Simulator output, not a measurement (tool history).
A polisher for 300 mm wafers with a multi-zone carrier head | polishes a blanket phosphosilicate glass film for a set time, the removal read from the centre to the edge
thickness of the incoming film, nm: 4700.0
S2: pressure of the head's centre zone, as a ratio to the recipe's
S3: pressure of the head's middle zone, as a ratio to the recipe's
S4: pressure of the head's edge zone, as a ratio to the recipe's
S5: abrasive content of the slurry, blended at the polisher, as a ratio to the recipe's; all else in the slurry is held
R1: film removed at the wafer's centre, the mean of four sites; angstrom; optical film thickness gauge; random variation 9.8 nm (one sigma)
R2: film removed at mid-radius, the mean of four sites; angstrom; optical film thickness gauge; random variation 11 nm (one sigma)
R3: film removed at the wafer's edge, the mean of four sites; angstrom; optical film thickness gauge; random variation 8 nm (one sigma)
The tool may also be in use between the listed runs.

run 1 day=0.000 | flow_of_slurry_(ml/min)=170 S2=1.00 S3=1.00 S4=1.00 S5=1.00 polishing_time_(s)=85 | R1=10441.0 R2=10526.0 R3=10199.0
run 2 day=0.371 | flow_of_slurry_(ml/min)=165 S2=0.99 S3=0.99 S4=0.98 S5=0.90 polishing_time_(s)=84 | R1=9737.1 R2=9985.3 R3=9701.1
run 3 day=0.571 | flow_of_slurry_(ml/min)=165 S2=1.00 S3=0.98 S4=0.97 S5=0.80 polishing_time_(s)=82 | R1=8858.8 R2=9214.8 R3=8998.5
run 4 day=0.688 | flow_of_slurry_(ml/min)=165 S2=1.02 S3=0.97 S4=0.95 S5=0.75 polishing_time_(s)=81 | R1=8930.3 R2=9056.5 R3=8729.0
run 5 day=1.046 | flow_of_slurry_(ml/min)=165 S2=1.02 S3=0.97 S4=0.89 S5=0.75 polishing_time_(s)=81 | R1=8798.5 R2=8707.0 R3=8392.7
run 6 day=1.183 | flow_of_slurry_(ml/min)=160 S2=1.02 S3=0.96 S4=0.87 S5=0.70 polishing_time_(s)=81 | R1=8622.2 R2=8197.4 R3=8172.1
run 7 day=1.212 | flow_of_slurry_(ml/min)=155 S2=1.01 S3=0.97 S4=0.86 S5=0.70 polishing_time_(s)=81 | R1=8252.8 R2=8412.4 R3=8073.9
run 8 day=1.358 | flow_of_slurry_(ml/min)=150 S2=1.01 S3=0.97 S4=0.85 S5=0.70 polishing_time_(s)=81 | R1=8426.6 R2=8419.0 R3=8029.2
run 9 day=1.692 | flow_of_slurry_(ml/min)=150 S2=1.01 S3=0.96 S4=0.84 S5=0.70 polishing_time_(s)=81 | R1=8361.6 R2=8131.0 R3=7917.6

Run 10 comes next. What will it give?
run 10 day=1.821 | flow_of_slurry_(ml/min)=145 S2=1.00 S3=0.96 S4=0.83 S5=0.70 polishing_time_(s)=81 | R1=? R2=? R3=?

{"run 10": {"R1": 8298.4, "R2": 8537.4, "R3": 7756.6}}

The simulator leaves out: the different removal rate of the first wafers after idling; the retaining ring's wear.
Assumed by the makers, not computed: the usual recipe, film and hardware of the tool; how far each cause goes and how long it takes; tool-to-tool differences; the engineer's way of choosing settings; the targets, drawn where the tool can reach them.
